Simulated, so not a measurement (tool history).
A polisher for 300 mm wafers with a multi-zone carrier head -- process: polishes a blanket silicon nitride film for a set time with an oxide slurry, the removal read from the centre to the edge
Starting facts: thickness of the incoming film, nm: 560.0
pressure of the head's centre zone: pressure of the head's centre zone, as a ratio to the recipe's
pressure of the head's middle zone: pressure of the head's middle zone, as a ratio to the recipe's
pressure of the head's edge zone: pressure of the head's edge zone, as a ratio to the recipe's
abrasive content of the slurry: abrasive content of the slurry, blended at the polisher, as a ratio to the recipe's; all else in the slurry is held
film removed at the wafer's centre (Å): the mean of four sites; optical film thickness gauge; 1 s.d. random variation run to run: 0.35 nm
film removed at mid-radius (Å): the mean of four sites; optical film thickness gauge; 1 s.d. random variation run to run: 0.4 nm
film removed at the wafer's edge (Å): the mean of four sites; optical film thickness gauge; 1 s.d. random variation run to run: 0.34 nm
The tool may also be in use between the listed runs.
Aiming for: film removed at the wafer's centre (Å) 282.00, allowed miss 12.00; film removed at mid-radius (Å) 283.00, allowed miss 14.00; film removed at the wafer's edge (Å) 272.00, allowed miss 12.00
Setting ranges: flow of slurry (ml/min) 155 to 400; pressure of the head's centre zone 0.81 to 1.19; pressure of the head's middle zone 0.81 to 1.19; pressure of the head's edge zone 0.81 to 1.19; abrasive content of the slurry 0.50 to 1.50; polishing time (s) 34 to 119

run	hour	flow of slurry (ml/min)	pressure of the head's centre zone	pressure of the head's middle zone	pressure of the head's edge zone	abrasive content of the slurry	polishing time (s)	film removed at the wafer's centre (Å)	film removed at mid-radius (Å)	film removed at the wafer's edge (Å)
1	0.0	255	1.00	1.00	1.00	1.00	76	474.26	487.15	467.86
2	5.1	290	1.00	1.00	1.00	1.00	76	478.39	477.81	482.75
3	12.4	285	1.00	0.99	0.99	0.95	74	437.89	456.83	443.05
4	13.5	285	1.01	0.97	0.99	0.90	72	426.67	417.26	420.70
5	14.5	280	1.00	0.96	0.97	0.85	71	401.10	382.97	395.78
6	17.4	280	1.00	0.96	0.92	0.85	71	402.92	403.46	387.89
7	25.6	280	1.00	0.96	0.92	0.85	71	400.71	395.29	379.92
8	33.2	280	0.99	0.95	0.91	0.80	71	378.22	381.26	365.91
9	39.9	280	1.00	0.89	0.84	0.55	62	245.86	222.95	226.01
10	40.8	280	1.00	0.90	0.85	0.55	62	240.50	231.37	227.52
# hour 49.6: worn pad replaced by a new one
11	49.6	280	1.01	0.91	0.86	0.55	62	287.28	268.69	262.11

Which of these 4 next moves meets every target?
A	58.4	295	0.98	0.96	0.90	0.75	47	?	?	?
B	58.4	285	1.00	0.98	0.81	0.60	54	?	?	?
C	58.4	320	1.05	0.94	0.95	0.50	63	?	?	?
D	58.4	235	1.02	1.03	0.88	0.50	65	?	?	?

move	film removed at the wafer's centre (Å)	film removed at mid-radius (Å)	film removed at the wafer's edge (Å)
A	270.54	275.69	270.58
B	263.17	267.40	246.13
C	270.19	252.14	258.11
D	264.35	274.86	252.43
A: meets every target
B: its largest miss is bigger than the last run's
C: its largest miss is bigger than the last run's
D: the worst result of the last run now meets its target, but another is out of spec
So the answer is move A, the one that meets all the targets.

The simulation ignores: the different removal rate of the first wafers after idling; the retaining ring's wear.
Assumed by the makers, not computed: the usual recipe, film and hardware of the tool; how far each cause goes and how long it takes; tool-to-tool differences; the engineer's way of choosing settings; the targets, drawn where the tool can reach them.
